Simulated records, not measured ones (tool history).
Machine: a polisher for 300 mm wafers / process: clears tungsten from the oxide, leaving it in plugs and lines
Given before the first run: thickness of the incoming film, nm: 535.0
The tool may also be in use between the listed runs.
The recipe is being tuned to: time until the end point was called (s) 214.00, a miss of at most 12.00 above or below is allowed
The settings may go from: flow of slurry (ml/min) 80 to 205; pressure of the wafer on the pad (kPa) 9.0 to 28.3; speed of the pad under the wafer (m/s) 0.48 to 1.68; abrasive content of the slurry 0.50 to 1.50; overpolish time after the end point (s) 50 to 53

run	hour	flow of slurry (ml/min)	pressure of the wafer on the pad (kPa)	speed of the pad under the wafer (m/s)	abrasive content of the slurry	overpolish time after the end point (s)	time until the end point was called (s)
1	0.0	135	18.6	1.08	1.00	50	135.39
2	5.5	135	18.6	1.08	1.00	50	132.35
3	11.6	135	18.6	1.18	1.00	50	126.68
4	18.6	135	15.9	1.16	1.00	50	147.18
5	23.5	105	15.9	1.16	1.00	50	159.57
6	27.2	100	14.5	1.14	1.00	50	172.35
7	31.0	100	9.7	1.10	1.00	50	255.09
8	34.7	100	10.3	1.10	1.00	50	239.54
9	36.3	100	11.0	1.10	1.00	50	232.48

Which one of the following 5 next-run settings gets every result inside its allowed miss? There is exactly one.
A	37.9	110	11.7	0.96	0.95	53	?
B	37.9	105	9.7	1.34	0.95	50	?
C	37.9	100	11.0	0.92	1.25	53	?
D	37.9	90	9.7	1.18	1.00	53	?
E	37.9	95	10.3	1.12	0.95	53	?

move	time until the end point was called (s)
A	250.69
B	219.66
C	264.14
D	252.28
E	249.18
A: misses by more than the last run did
B: every result within its allowed miss
C: misses by more than the last run did
D: misses by more than the last run did
E: misses by more than the last run did
B meets every target.
